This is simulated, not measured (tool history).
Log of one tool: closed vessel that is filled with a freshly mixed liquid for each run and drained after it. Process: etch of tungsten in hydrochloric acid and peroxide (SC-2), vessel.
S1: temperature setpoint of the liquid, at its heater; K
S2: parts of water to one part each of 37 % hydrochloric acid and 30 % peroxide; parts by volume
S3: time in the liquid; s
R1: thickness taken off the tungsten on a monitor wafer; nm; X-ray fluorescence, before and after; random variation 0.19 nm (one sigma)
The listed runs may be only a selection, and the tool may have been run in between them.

run 1 hour=0.0 | S1=328.15 S2=5.5 S3=100 | R1=41.091
run 2 hour=5.6 | S1=326.65 S2=5.5 S3=100 | R1=36.753
run 3 hour=10.7 | S1=326.65 S2=5.5 S3=100 | R1=36.642
run 4 hour=17.4 | S1=326.65 S2=5.5 S3=100 | R1=36.916
run 5 hour=25.9 | S1=326.65 S2=4.5 S3=100 | R1=42.303
run 6 hour=29.8 | S1=326.65 S2=4.5 S3=110 | R1=46.910
run 7 hour=31.6 | S1=324.65 S2=4.5 S3=110 | R1=40.852
run 8 hour=40.5 | S1=323.15 S2=4.5 S3=110 | R1=36.991
run 9 hour=46.4 | S1=322.15 S2=4.5 S3=110 | R1=35.013
run 10 hour=48.2 | S1=321.15 S2=4.5 S3=110 | R1=32.505

For run 11, what comes out?
run 11 hour=51.7 | S1=320.65 S2=4.5 S3=110 | R1=?

Run 11 yielded R1 31.397 nm.
